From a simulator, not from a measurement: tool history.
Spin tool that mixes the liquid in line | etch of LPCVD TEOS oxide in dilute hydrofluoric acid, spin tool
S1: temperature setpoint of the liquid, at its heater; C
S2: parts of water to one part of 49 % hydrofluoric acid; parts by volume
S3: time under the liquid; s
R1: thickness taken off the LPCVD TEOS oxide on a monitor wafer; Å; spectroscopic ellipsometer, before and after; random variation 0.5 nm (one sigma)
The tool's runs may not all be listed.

run    day    S1  S2  S3      R1
  1  0.000  20.0  55  45  244.44
  2  0.046  21.5  50  45  289.99
  3  0.254  18.5  50  45  255.71
  4  0.512  18.5  50  50  283.53
  5  0.583  17.0  50  50  263.35
  6  0.646  19.0  45  50  325.88
  7  0.775  20.5  40  50  388.64
  8  0.888  22.0  35  50  477.22
  9  1.133  23.0  35  50  492.27
 10  1.371  24.0  35  50  519.00
 11  1.588  24.5  35  50  527.93

The next listed run, before its measurement:
 12  1.725  25.0  35  50   ?

{"run 12": {"R1": 542.82}}
